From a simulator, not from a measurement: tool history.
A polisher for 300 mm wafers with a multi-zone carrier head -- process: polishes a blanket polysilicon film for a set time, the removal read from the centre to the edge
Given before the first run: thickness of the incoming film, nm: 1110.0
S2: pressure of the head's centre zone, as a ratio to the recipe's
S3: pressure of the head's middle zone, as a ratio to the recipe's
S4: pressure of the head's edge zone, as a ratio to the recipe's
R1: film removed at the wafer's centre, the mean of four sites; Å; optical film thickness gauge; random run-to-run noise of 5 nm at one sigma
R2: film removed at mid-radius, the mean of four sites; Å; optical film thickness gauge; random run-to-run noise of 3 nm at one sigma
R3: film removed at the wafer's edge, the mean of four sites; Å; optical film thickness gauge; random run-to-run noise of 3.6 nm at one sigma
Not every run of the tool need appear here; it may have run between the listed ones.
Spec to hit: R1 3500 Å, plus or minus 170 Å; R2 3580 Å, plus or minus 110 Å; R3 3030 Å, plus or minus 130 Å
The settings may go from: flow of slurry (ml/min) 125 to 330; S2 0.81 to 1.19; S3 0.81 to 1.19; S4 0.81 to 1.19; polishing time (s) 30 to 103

Run 1, hour 0: flow of slurry (ml/min) 210, S2 1, S3 1, S4 1, polishing time (s) 66. Result: R1 4375.7 Å, R2 4534.6 Å, R3 4474.9 Å.
Run 2, hour 8.5: flow of slurry (ml/min) 210, S2 1, S3 1, S4 1, polishing time (s) 76. Result: R1 5170.6 Å, R2 5203 Å, R3 5157.4 Å.
Run 3, hour 10.9: flow of slurry (ml/min) 210, S2 1, S3 1.04, S4 1, polishing time (s) 76. Result: R1 5049.9 Å, R2 5347.9 Å, R3 5057.2 Å.
Run 4, hour 15.4: flow of slurry (ml/min) 210, S2 1.02, S3 1.05, S4 0.97, polishing time (s) 70. Result: R1 4865.3 Å, R2 5046.5 Å, R3 4570.3 Å.
Run 5, hour 21.3: flow of slurry (ml/min) 210, S2 1.02, S3 1.01, S4 0.97, polishing time (s) 70. Result: R1 4722.2 Å, R2 4891.4 Å, R3 4695.4 Å.
Run 6, hour 23.4: flow of slurry (ml/min) 210, S2 1.02, S3 0.95, S4 0.97, polishing time (s) 70. Result: R1 4842.6 Å, R2 4550.4 Å, R3 4656.6 Å.
Run 7, hour 27.6: flow of slurry (ml/min) 210, S2 1.03, S3 0.96, S4 0.94, polishing time (s) 65. Result: R1 4390 Å, R2 4288.8 Å, R3 4348.1 Å.
Run 8, hour 32: flow of slurry (ml/min) 210, S2 1.06, S3 0.98, S4 0.92, polishing time (s) 61. Result: R1 4251.1 Å, R2 4143.1 Å, R3 3966.8 Å.
Run 9, hour 37.8: flow of slurry (ml/min) 205, S2 1.07, S3 0.99, S4 0.9, polishing time (s) 58. Result: R1 4103.3 Å, R2 3937.3 Å, R3 3785.8 Å.
Run 10, hour 44.6: flow of slurry (ml/min) 205, S2 1.08, S3 1.01, S4 0.89, polishing time (s) 56. Result: R1 3943.5 Å, R2 3888.4 Å, R3 3552.3 Å.
Run 11, hour 50: flow of slurry (ml/min) 200, S2 1.08, S3 1.02, S4 0.88, polishing time (s) 55. Result: R1 4035.2 Å, R2 3788.7 Å, R3 3507.8 Å.
Run 12, hour 54.4: flow of slurry (ml/min) 245, S2 1, S3 1.12, S4 0.82, polishing time (s) 44. Result: R1 3023 Å, R2 3344.2 Å, R3 2793.1 Å.
Run 13, hour 58.1: flow of slurry (ml/min) 245, S2 1.02, S3 1.12, S4 0.83, polishing time (s) 44. Result: R1 3059.8 Å, R2 3373.9 Å, R3 2825.1 Å.
Run 14, hour 66.7: flow of slurry (ml/min) 245, S2 1.04, S3 1.12, S4 0.84, polishing time (s) 44. Result: R1 3071.8 Å, R2 3422.7 Å, R3 2727.3 Å.
Run 15, hour 70.8: flow of slurry (ml/min) 245, S2 1.05, S3 1.11, S4 0.84, polishing time (s) 45. Result: R1 3214.9 Å, R2 3451.7 Å, R3 2875.3 Å.
Run 16, hour 74: flow of slurry (ml/min) 245, S2 1.06, S3 1.11, S4 0.85, polishing time (s) 45. Result: R1 3170.1 Å, R2 3372.5 Å, R3 2856.5 Å.

5 candidate next runs follow, results not yet known. Just one meets every target within its allowed miss. Identify it.
Run A, hour 77.2: flow of slurry (ml/min) 245, S2 1.09, S3 1.14, S4 0.88, polishing time (s) 43. Result: R1 ?, R2 ?, R3 ?.
Run B, hour 77.2: flow of slurry (ml/min) 285, S2 1.02, S3 1.01, S4 0.93, polishing time (s) 50. Result: R1 ?, R2 ?, R3 ?.
Run C, hour 77.2: flow of slurry (ml/min) 295, S2 1, S3 1.11, S4 0.89, polishing time (s) 46. Result: R1 ?, R2 ?, R3 ?.
Run D, hour 77.2: flow of slurry (ml/min) 235, S2 1.01, S3 1.13, S4 0.91, polishing time (s) 46. Result: R1 ?, R2 ?, R3 ?.
Run E, hour 77.2: flow of slurry (ml/min) 285, S2 1.05, S3 1.07, S4 0.83, polishing time (s) 47. Result: R1 ?, R2 ?, R3 ?.

move      R1      R2      R3
   A  3154.6  3376.2  2746.1
   B  3495.2  3604.2  3324.8
   C  3166.9    3607  3001.7
   D  3106.4  3566.6  2971.5
   E  3384.3    3558  2965.7
A: further off than the last run
B: brings the last run's worst result on target, with another outside its allowed miss
C: as far off as the last run
D: further off than the last run
E: each result inside its tolerance
Move E is the one to make.

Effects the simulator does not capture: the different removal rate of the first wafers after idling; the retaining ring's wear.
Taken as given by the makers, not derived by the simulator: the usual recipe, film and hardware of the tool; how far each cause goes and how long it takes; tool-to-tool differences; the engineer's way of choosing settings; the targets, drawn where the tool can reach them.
